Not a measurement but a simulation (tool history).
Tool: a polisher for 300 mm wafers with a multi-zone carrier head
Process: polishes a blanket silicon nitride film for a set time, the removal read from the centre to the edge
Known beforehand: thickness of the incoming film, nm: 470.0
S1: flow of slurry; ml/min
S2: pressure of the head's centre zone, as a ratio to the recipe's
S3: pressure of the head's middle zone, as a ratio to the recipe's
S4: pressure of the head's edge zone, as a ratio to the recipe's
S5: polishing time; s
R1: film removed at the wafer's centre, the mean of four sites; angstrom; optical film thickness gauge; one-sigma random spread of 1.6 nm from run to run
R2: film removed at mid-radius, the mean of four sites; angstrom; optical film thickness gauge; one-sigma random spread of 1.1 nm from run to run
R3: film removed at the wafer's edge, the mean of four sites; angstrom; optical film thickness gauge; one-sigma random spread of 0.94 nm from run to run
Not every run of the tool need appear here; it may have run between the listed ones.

run,hour,S1,S2,S3,S4,S5,R1,R2,R3
1,0.0,250,1.00,1.00,1.00,67,1521.7,1420.4,1433.4
2,7.8,240,0.97,0.98,0.96,66,1433.9,1383.9,1375.7
3,8.9,275,0.97,0.98,0.96,66,1460.2,1427.0,1386.1
4,16.6,255,0.95,0.95,0.94,65,1417.7,1337.9,1354.4
5,21.0,255,0.89,0.95,0.94,65,1292.1,1355.2,1343.3
6,24.7,255,0.89,1.04,0.94,65,1318.5,1458.1,1344.8
7,33.4,240,0.90,1.00,0.93,64,1293.8,1373.9,1316.0
8,40.2,230,0.91,0.98,0.92,64,1285.4,1346.3,1295.8
9,45.8,215,0.92,0.96,0.92,64,1283.1,1309.0,1289.1

What does the tool deliver on the next run?
10,47.4,205,0.93,0.95,0.92,64,?,?,?

Run 10 measured R1 1307.7 angstrom, R2 1280.0 angstrom, R3 1274.0 angstrom.
